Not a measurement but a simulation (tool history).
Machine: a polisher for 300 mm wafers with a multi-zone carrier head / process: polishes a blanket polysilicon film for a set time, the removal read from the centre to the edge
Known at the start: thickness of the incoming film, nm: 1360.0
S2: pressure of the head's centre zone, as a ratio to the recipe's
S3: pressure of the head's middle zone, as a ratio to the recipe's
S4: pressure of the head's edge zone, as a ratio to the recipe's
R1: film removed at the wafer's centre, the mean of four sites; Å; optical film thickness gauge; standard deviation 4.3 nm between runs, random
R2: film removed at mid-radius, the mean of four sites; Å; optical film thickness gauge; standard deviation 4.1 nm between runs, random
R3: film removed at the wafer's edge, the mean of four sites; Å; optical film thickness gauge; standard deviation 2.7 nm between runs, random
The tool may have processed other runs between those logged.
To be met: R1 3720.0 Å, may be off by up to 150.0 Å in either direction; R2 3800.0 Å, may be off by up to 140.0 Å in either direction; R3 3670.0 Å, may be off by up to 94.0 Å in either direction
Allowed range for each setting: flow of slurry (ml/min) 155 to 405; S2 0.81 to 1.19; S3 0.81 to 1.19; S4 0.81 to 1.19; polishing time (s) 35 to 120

run 1 hour=0.0 | flow_of_slurry_(ml/min)=260 S2=1.00 S3=1.00 S4=1.00 polishing_time_(s)=77 | R1=3211.6 R2=3218.2 R3=3210.5
run 2 hour=6.6 | flow_of_slurry_(ml/min)=230 S2=1.00 S3=1.00 S4=1.00 polishing_time_(s)=77 | R1=3103.4 R2=3141.8 R3=3109.9
run 3 hour=13.7 | flow_of_slurry_(ml/min)=245 S2=1.00 S3=1.01 S4=1.01 polishing_time_(s)=77 | R1=3169.9 R2=3124.2 R3=3148.8
run 4 hour=21.7 | flow_of_slurry_(ml/min)=245 S2=1.07 S3=1.01 S4=1.01 polishing_time_(s)=77 | R1=3350.8 R2=3143.9 R3=3182.8
run 5 hour=25.5 | flow_of_slurry_(ml/min)=255 S2=1.07 S3=1.02 S4=1.02 polishing_time_(s)=77 | R1=3449.0 R2=3225.4 R3=3192.0
run 6 hour=29.0 | flow_of_slurry_(ml/min)=255 S2=1.07 S3=1.02 S4=1.02 polishing_time_(s)=69 | R1=3001.7 R2=2845.7 R3=2854.5
run 7 hour=37.6 | flow_of_slurry_(ml/min)=265 S2=1.06 S3=1.03 S4=1.03 polishing_time_(s)=70 | R1=3081.3 R2=2970.6 R3=2955.9
run 8 hour=43.7 | flow_of_slurry_(ml/min)=275 S2=1.06 S3=1.04 S4=1.04 polishing_time_(s)=71 | R1=3113.6 R2=3078.3 R3=3026.2
run 9 hour=48.1 | flow_of_slurry_(ml/min)=285 S2=1.07 S3=1.05 S4=1.05 polishing_time_(s)=72 | R1=3223.4 R2=3152.8 R3=3065.8
run 10 hour=51.0 | flow_of_slurry_(ml/min)=290 S2=1.07 S3=1.05 S4=1.06 polishing_time_(s)=73 | R1=3241.8 R2=3121.9 R3=3178.9
run 11 hour=55.5 | flow_of_slurry_(ml/min)=295 S2=1.07 S3=1.06 S4=1.06 polishing_time_(s)=74 | R1=3342.9 R2=3315.2 R3=3182.1
run 12 hour=57.7 | flow_of_slurry_(ml/min)=300 S2=1.07 S3=1.06 S4=1.07 polishing_time_(s)=74 | R1=3382.9 R2=3281.1 R3=3254.7
run 13 hour=65.0 | flow_of_slurry_(ml/min)=305 S2=1.07 S3=1.07 S4=1.08 polishing_time_(s)=74 | R1=3310.6 R2=3330.8 R3=3231.3
run 14 hour=73.2 | flow_of_slurry_(ml/min)=310 S2=1.07 S3=1.07 S4=1.09 polishing_time_(s)=75 | R1=3427.1 R2=3414.4 R3=3285.0

Of the 5 settings listed for the next run, only one would bring every result within its allowed miss of target. Which one?
run A hour=81.4 | flow_of_slurry_(ml/min)=335 S2=0.96 S3=0.86 S4=1.13 polishing_time_(s)=81 | R1=? R2=? R3=?
run B hour=81.4 | flow_of_slurry_(ml/min)=285 S2=1.08 S3=1.18 S4=1.07 polishing_time_(s)=81 | R1=? R2=? R3=?
run C hour=81.4 | flow_of_slurry_(ml/min)=325 S2=0.95 S3=0.81 S4=1.19 polishing_time_(s)=86 | R1=? R2=? R3=?
run D hour=81.4 | flow_of_slurry_(ml/min)=335 S2=1.03 S3=1.14 S4=1.09 polishing_time_(s)=87 | R1=? R2=? R3=?
run E hour=81.4 | flow_of_slurry_(ml/min)=275 S2=1.09 S3=1.14 S4=1.15 polishing_time_(s)=83 | R1=? R2=? R3=?

move=A R1=3361.0 R2=3001.7 R3=3641.2
move=B R1=3684.0 R2=3855.4 R3=3490.7
move=C R1=3522.4 R2=3025.7 R3=3956.2
move=D R1=3856.8 R2=4087.1 R3=3831.5
move=E R1=3789.0 R2=3818.6 R3=3689.4
A: brings the last run's worst result on target, with another outside its allowed miss
B: nearer the targets than the last run, but a result is still out of spec
C: moves the result that the last run missed by most past its target, out the other side
D: moves the result that the last run missed by most past its target, out the other side
E: hits every target within its allowed miss
E is the move that brings every result within its allowed miss.
